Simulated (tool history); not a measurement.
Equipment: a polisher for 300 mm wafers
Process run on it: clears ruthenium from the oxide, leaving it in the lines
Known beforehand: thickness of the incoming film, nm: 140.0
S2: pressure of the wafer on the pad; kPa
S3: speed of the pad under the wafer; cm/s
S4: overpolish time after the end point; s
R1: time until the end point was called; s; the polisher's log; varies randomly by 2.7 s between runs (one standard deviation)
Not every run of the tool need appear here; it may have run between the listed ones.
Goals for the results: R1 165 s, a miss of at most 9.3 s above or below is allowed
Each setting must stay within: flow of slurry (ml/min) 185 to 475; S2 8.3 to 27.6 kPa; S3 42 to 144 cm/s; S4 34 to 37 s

Run 1, hour 0: flow of slurry (ml/min) 305, S2 17.9 kPa, S3 92 cm/s, S4 34 s. Result: R1 100.49 s.
Run 2, hour 2: flow of slurry (ml/min) 305, S2 17.9 kPa, S3 106 cm/s, S4 34 s. Result: R1 87.869 s.
Run 3, hour 8.3: flow of slurry (ml/min) 305, S2 13.8 kPa, S3 106 cm/s, S4 34 s. Result: R1 111.2 s.
Run 4, hour 16.5: flow of slurry (ml/min) 305, S2 13.8 kPa, S3 118 cm/s, S4 34 s. Result: R1 104 s.
Run 5, hour 20.6: flow of slurry (ml/min) 305, S2 13.8 kPa, S3 118 cm/s, S4 37 s. Result: R1 104.34 s.
Run 6, hour 27.5: flow of slurry (ml/min) 305, S2 13.8 kPa, S3 110 cm/s, S4 37 s. Result: R1 108.41 s.
Run 7, hour 32.9: flow of slurry (ml/min) 305, S2 13.8 kPa, S3 110 cm/s, S4 37 s. Result: R1 104.74 s.
Run 8, hour 38.6: flow of slurry (ml/min) 300, S2 12.4 kPa, S3 104 cm/s, S4 36 s. Result: R1 124.9 s.
Run 9, hour 43.6: flow of slurry (ml/min) 300, S2 8.3 kPa, S3 102 cm/s, S4 36 s. Result: R1 189.47 s.
Run 10, hour 50: flow of slurry (ml/min) 300, S2 9 kPa, S3 102 cm/s, S4 36 s. Result: R1 175.2 s.

Exactly one of the 4 candidate moves below puts every result within its allowed miss. Which one?
Run A, hour 56.4: flow of slurry (ml/min) 200, S2 9.7 kPa, S3 108 cm/s, S4 34 s. Result: R1 ?.
Run B, hour 56.4: flow of slurry (ml/min) 185, S2 13.1 kPa, S3 90 cm/s, S4 34 s. Result: R1 ?.
Run C, hour 56.4: flow of slurry (ml/min) 245, S2 10.3 kPa, S3 110 cm/s, S4 34 s. Result: R1 ?.
Run D, hour 56.4: flow of slurry (ml/min) 270, S2 9.7 kPa, S3 126 cm/s, S4 37 s. Result: R1 ?.

move      R1
   A  164.49
   B  144.86
   C  147.44
   D  138.62
A: meets every target
B: moves the result that the last run missed by most past its target, out the other side
C: moves the result that the last run missed by most past its target, out the other side
D: moves the result that the last run missed by most past its target, out the other side
A meets every target.
